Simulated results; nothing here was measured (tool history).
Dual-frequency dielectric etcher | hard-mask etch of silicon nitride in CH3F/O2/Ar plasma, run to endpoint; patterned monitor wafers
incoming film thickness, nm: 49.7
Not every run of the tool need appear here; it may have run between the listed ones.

{"run": 1, "day": 0.0, "source power (kW)": 0.5, "bias power (kW)": 0.061, "endpoint time (s)": 71.391}
{"run": 2, "day": 0.242, "source power (kW)": 0.5, "bias power (kW)": 0.069, "endpoint time (s)": 68.576}
{"run": 3, "day": 0.604, "source power (kW)": 0.53, "bias power (kW)": 0.07, "endpoint time (s)": 67.085}
{"run": 4, "day": 0.754, "source power (kW)": 0.56, "bias power (kW)": 0.071, "endpoint time (s)": 64.009}
{"run": 5, "day": 1.083, "source power (kW)": 0.57, "bias power (kW)": 0.071, "endpoint time (s)": 63.753}
{"run": 6, "day": 1.446, "source power (kW)": 0.52, "bias power (kW)": 0.071, "endpoint time (s)": 67.533}
{"run": 7, "day": 1.662, "source power (kW)": 0.54, "bias power (kW)": 0.072, "endpoint time (s)": 64.503}
{"run": 8, "day": 1.942, "source power (kW)": 0.55, "bias power (kW)": 0.072, "endpoint time (s)": 64.315}

What does the tool deliver on the next run?
{"run": 9, "day": 2.054, "source power (kW)": 0.56, "bias power (kW)": 0.072, "endpoint time (s)": "?"}

endpoint time (s): 63.846

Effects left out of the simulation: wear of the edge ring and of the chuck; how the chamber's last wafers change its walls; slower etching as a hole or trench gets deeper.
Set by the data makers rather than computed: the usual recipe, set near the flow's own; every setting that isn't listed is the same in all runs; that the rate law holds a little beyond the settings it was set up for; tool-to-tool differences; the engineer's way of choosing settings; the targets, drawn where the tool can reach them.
